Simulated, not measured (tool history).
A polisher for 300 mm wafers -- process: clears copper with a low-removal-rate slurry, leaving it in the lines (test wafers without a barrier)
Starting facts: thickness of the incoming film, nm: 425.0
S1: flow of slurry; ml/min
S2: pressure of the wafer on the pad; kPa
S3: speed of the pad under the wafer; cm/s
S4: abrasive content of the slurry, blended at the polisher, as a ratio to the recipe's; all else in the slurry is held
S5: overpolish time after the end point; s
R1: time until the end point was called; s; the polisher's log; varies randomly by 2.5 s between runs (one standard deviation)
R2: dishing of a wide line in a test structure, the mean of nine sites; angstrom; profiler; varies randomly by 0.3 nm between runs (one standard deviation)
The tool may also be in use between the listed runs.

run	hour	S1	S2	S3	S4	S5	R1	R2
1	0.0	215	23.4	86	1.0	29	129.88	444.01
2	2.4	215	23.4	86	1.0	18	129.77	320.09
3	7.5	215	21.4	88	1.0	16	137.35	273.13
4	14.5	215	26.9	88	1.0	16	111.36	327.38
5	19.4	260	26.9	88	1.0	16	107.35	340.88
6	24.5	245	24.1	90	1.0	14	120.82	276.53
7	25.3	245	22.8	90	1.0	13	128.61	257.91
8	31.1	245	21.4	90	1.0	12	133.17	226.69
9	31.8	245	20.7	90	1.0	12	137.50	215.08
10	35.6	245	20.0	90	1.0	12	144.58	212.01
11	36.7	245	19.3	90	1.0	12	146.00	204.67

Predict the results of run 12:
12	40.8	245	16.5	90	1.0	13	?	?

{"run 12": {"R1": 172.53, "R2": 193.03}}

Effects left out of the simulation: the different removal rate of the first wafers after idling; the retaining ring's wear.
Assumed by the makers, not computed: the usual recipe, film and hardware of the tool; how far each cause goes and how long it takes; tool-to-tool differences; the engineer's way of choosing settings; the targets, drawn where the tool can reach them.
